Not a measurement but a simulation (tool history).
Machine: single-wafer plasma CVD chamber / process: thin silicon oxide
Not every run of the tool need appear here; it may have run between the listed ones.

run,hour,heater temperature setpoint (deg C),chamber pressure (Pa),RF power (kW),deposition time (s),mean film thickness on the monitor wafer (Å)
1,0.0,385,132.5,0.230,13.6,242.70
2,4.2,395,132.5,0.230,13.6,241.38
3,12.7,399,132.5,0.230,13.6,238.65
4,13.8,399,132.5,0.220,13.6,232.40
5,14.5,399,130.8,0.220,13.6,231.37
6,18.4,399,130.8,0.245,13.6,245.92
7,21.6,399,127.9,0.245,13.6,240.85
8,23.7,399,104.7,0.240,13.6,203.13
9,29.6,399,105.6,0.240,13.6,203.72

What will run 10 give?
10,34.8,399,106.4,0.240,13.6,?

mean film thickness on the monitor wafer (Å): 208.17
